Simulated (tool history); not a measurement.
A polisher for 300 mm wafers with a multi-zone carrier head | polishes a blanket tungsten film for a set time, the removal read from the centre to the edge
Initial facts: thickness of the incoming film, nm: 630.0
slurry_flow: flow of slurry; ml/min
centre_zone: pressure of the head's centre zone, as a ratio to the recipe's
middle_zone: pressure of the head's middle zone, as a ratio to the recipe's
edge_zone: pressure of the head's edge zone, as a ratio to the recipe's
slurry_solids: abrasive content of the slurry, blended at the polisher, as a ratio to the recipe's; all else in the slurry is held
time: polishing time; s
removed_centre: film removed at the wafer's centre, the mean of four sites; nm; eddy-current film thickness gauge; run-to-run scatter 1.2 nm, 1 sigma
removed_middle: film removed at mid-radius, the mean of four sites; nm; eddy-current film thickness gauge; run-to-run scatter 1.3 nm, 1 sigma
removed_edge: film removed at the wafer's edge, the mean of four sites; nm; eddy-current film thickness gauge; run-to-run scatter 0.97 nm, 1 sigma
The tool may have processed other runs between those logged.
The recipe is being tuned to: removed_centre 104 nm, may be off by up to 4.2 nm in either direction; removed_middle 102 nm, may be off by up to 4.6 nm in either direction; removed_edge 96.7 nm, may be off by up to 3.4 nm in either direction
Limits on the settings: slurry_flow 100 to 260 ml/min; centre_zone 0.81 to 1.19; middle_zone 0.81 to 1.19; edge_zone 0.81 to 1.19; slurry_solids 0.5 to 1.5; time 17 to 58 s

Run 1, hour 0: slurry_flow 165 ml/min, centre_zone 1, middle_zone 1, edge_zone 1, slurry_solids 1, time 37 s. Result: removed_centre 169.19 nm, removed_middle 180.69 nm, removed_edge 172.91 nm.
Run 2, hour 1.9: slurry_flow 165 ml/min, centre_zone 1, middle_zone 1, edge_zone 1, slurry_solids 1, time 29 s. Result: removed_centre 132.14 nm, removed_middle 137.95 nm, removed_edge 138.3 nm.
Run 3, hour 8.7: slurry_flow 165 ml/min, centre_zone 1, middle_zone 1, edge_zone 1, slurry_solids 1.15, time 29 s. Result: removed_centre 140.36 nm, removed_middle 146.22 nm, removed_edge 143.01 nm.
Run 4, hour 10.9: slurry_flow 165 ml/min, centre_zone 1, middle_zone 1, edge_zone 1, slurry_solids 1, time 29 s. Result: removed_centre 135.07 nm, removed_middle 140.6 nm, removed_edge 137.37 nm.
Run 5, hour 11.8: slurry_flow 165 ml/min, centre_zone 1, middle_zone 1, edge_zone 1, slurry_solids 1, time 35 s. Result: removed_centre 164.72 nm, removed_middle 163.17 nm, removed_edge 162.5 nm.
Run 6, hour 13.9: slurry_flow 165 ml/min, centre_zone 1, middle_zone 1, edge_zone 1, slurry_solids 1, time 27 s. Result: removed_centre 126.73 nm, removed_middle 129.66 nm, removed_edge 125.79 nm.
Run 7, hour 20.7: slurry_flow 165 ml/min, centre_zone 1, middle_zone 1, edge_zone 1, slurry_solids 1, time 27 s. Result: removed_centre 124.28 nm, removed_middle 129.16 nm, removed_edge 126.81 nm.
Run 8, hour 27.1: slurry_flow 165 ml/min, centre_zone 1, middle_zone 1, edge_zone 0.98, slurry_solids 0.9, time 27 s. Result: removed_centre 121.2 nm, removed_middle 124.36 nm, removed_edge 121.91 nm.
Run 9, hour 28.7: slurry_flow 145 ml/min, centre_zone 1, middle_zone 0.99, edge_zone 0.88, slurry_solids 0.65, time 25 s. Result: removed_centre 96.248 nm, removed_middle 100.83 nm, removed_edge 94.492 nm.
Run 10, hour 33.3: slurry_flow 150 ml/min, centre_zone 1.01, middle_zone 0.99, edge_zone 0.88, slurry_solids 0.65, time 25 s. Result: removed_centre 99.441 nm, removed_middle 102.3 nm, removed_edge 94.285 nm.

Of the 5 settings listed for the next run, only one would bring every result within its allowed miss of target. Which one?
Run A, hour 37.9: slurry_flow 155 ml/min, centre_zone 0.94, middle_zone 1.02, edge_zone 0.87, slurry_solids 0.8, time 24 s. Result: removed_centre ?, removed_middle ?, removed_edge ?.
Run B, hour 37.9: slurry_flow 120 ml/min, centre_zone 1.16, middle_zone 0.96, edge_zone 0.81, slurry_solids 1.05, time 22 s. Result: removed_centre ?, removed_middle ?, removed_edge ?.
Run C, hour 37.9: slurry_flow 160 ml/min, centre_zone 0.97, middle_zone 1.02, edge_zone 0.83, slurry_solids 0.7, time 24 s. Result: removed_centre ?, removed_middle ?, removed_edge ?.
Run D, hour 37.9: slurry_flow 125 ml/min, centre_zone 0.96, middle_zone 1.01, edge_zone 0.82, slurry_solids 1.05, time 22 s. Result: removed_centre ?, removed_middle ?, removed_edge ?.
Run E, hour 37.9: slurry_flow 165 ml/min, centre_zone 1.04, middle_zone 0.98, edge_zone 0.89, slurry_solids 0.65, time 25 s. Result: removed_centre ?, removed_middle ?, removed_edge ?.

move  removed_centre  removed_middle  removed_edge
   A          96.485          106.94        98.673
   B          111.16          95.429         91.58
   C          95.888          102.88        92.791
   D          93.073          100.82        92.727
   E          105.08          101.51        97.656
A: misses by more than the last run did
B: the result that was furthest off in the last run now lies on the other side of its target
C: misses by more than the last run did
D: misses by more than the last run did
E: each result inside its tolerance
Move E is the one to make.
